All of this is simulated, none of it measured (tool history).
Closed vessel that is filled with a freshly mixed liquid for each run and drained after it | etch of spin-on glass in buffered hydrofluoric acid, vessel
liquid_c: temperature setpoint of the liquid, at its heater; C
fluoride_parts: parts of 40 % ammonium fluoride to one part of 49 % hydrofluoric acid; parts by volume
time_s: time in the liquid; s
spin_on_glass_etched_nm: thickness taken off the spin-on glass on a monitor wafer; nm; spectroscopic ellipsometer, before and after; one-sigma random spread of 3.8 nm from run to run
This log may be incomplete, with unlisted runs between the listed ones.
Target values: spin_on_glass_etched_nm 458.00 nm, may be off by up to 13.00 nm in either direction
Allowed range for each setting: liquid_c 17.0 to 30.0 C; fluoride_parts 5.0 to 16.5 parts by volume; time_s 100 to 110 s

run 1 day=0.000 | liquid_c=22.0 fluoride_parts=10.0 time_s=100 | spin_on_glass_etched_nm=270.96
run 2 day=0.071 | liquid_c=22.0 fluoride_parts=12.5 time_s=100 | spin_on_glass_etched_nm=219.12
run 3 day=0.162 | liquid_c=18.5 fluoride_parts=12.5 time_s=100 | spin_on_glass_etched_nm=179.46
run 4 day=0.517 | liquid_c=22.0 fluoride_parts=11.5 time_s=100 | spin_on_glass_etched_nm=239.94
run 5 day=0.750 | liquid_c=22.0 fluoride_parts=11.5 time_s=110 | spin_on_glass_etched_nm=259.74
run 6 day=1.067 | liquid_c=24.5 fluoride_parts=11.0 time_s=110 | spin_on_glass_etched_nm=310.96
run 7 day=1.246 | liquid_c=26.0 fluoride_parts=10.5 time_s=110 | spin_on_glass_etched_nm=354.01
run 8 day=1.462 | liquid_c=27.0 fluoride_parts=10.0 time_s=110 | spin_on_glass_etched_nm=389.86

Consider the 4 candidate settings below. Which is the only one whose results all fall within their allowed miss of target?
run A day=1.679 | liquid_c=26.5 fluoride_parts=12.5 time_s=105 | spin_on_glass_etched_nm=?
run B day=1.679 | liquid_c=28.5 fluoride_parts=8.5 time_s=105 | spin_on_glass_etched_nm=?
run C day=1.679 | liquid_c=27.0 fluoride_parts=10.0 time_s=100 | spin_on_glass_etched_nm=?
run D day=1.679 | liquid_c=24.5 fluoride_parts=8.0 time_s=110 | spin_on_glass_etched_nm=?

move=A spin_on_glass_etched_nm=294.21
move=B spin_on_glass_etched_nm=462.45
move=C spin_on_glass_etched_nm=357.73
move=D spin_on_glass_etched_nm=417.52
A: the biggest miss grows against the last run
B: hits every target within its allowed miss
C: the biggest miss grows against the last run
D: an improvement on the last run, though not all results are within tolerance
Go with B: it meets all targets.
